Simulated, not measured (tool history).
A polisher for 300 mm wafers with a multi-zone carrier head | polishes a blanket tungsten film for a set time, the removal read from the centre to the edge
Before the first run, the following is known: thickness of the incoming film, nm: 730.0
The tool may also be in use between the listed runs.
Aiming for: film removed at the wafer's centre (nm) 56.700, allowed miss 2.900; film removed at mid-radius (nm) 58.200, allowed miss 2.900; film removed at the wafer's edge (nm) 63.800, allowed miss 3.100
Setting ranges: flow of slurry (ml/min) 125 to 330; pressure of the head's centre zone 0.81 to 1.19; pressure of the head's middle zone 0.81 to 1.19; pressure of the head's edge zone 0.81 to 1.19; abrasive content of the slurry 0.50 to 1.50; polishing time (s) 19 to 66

run,hour,flow of slurry (ml/min),pressure of the head's centre zone,pressure of the head's middle zone,pressure of the head's edge zone,abrasive content of the slurry,polishing time (s),film removed at the wafer's centre (nm),film removed at mid-radius (nm),film removed at the wafer's edge (nm)
1,0.0,210,1.00,1.00,1.00,1.00,42,140.060,137.610,145.520
2,7.1,210,1.00,1.00,1.00,0.85,42,129.750,132.290,137.260
3,15.0,210,1.00,0.93,1.00,0.85,42,130.570,122.940,139.260
4,17.8,195,0.99,0.92,0.98,0.80,39,118.140,107.990,121.130
5,25.6,195,1.07,0.92,0.98,0.80,39,129.320,108.800,123.330
6,27.5,195,1.15,0.92,0.98,0.80,39,137.330,108.140,123.690
7,29.6,185,1.10,0.92,0.98,0.75,36,116.750,100.060,111.120
8,33.9,180,1.08,0.91,0.98,0.70,33,105.000,86.918,101.010
9,40.0,175,1.05,0.92,0.97,0.65,31,92.614,80.688,91.340
10,43.8,170,1.02,0.92,0.96,0.65,30,85.754,79.147,88.574
11,51.5,165,1.00,0.92,0.95,0.65,29,81.989,74.681,83.242
12,56.0,160,0.98,0.92,0.94,0.65,28,77.091,72.503,77.712
13,61.5,160,0.96,0.91,0.94,0.65,28,75.965,71.131,78.160
14,65.6,155,0.94,0.91,0.94,0.65,28,72.926,71.530,79.826
15,66.5,155,0.93,0.90,0.93,0.65,28,73.170,71.303,79.178
16,73.2,155,0.92,0.90,0.92,0.65,27,69.845,67.220,78.220
17,81.5,150,0.92,0.90,0.92,0.65,26,65.410,64.680,71.157
18,85.7,145,0.91,0.90,0.91,0.65,26,65.194,62.829,72.456
19,93.2,145,0.90,0.91,0.90,0.65,26,63.569,64.773,73.491
20,97.1,145,0.90,0.91,0.90,0.65,25,61.257,63.624,67.661
21,102.8,140,0.87,0.86,0.89,0.50,24,51.758,52.190,60.458
22,105.7,140,0.87,0.86,0.89,0.50,24,52.210,51.870,59.953
23,108.1,145,0.87,0.87,0.89,0.50,24,53.488,53.278,60.795
24,108.8,150,0.87,0.88,0.89,0.50,24,53.490,53.604,60.139
25,114.4,150,0.87,0.89,0.90,0.50,24,52.797,54.087,61.501
26,121.4,150,0.88,0.90,0.90,0.50,24,53.582,54.171,60.713
27,122.1,150,0.88,0.91,0.91,0.50,24,54.639,54.832,61.236

Consider the 4 candidate settings below. Which is the only one whose results all fall within their allowed miss of target?
A,122.8,190,0.90,0.91,0.86,0.50,21,?,?,?
B,122.8,135,0.87,0.88,0.84,0.65,24,?,?,?
C,122.8,175,1.00,0.92,0.88,0.50,22,?,?,?
D,122.8,125,0.86,0.91,0.90,0.50,23,?,?,?

move,film removed at the wafer's centre (nm),film removed at mid-radius (nm),film removed at the wafer's edge (nm)
A,48.720,50.678,53.505
B,53.955,56.900,62.385
C,55.504,52.762,56.020
D,46.000,50.559,55.952
A: moves away from the targets compared with the last run
B: meets every target
C: moves away from the targets compared with the last run
D: moves away from the targets compared with the last run
Move B is the one to make.
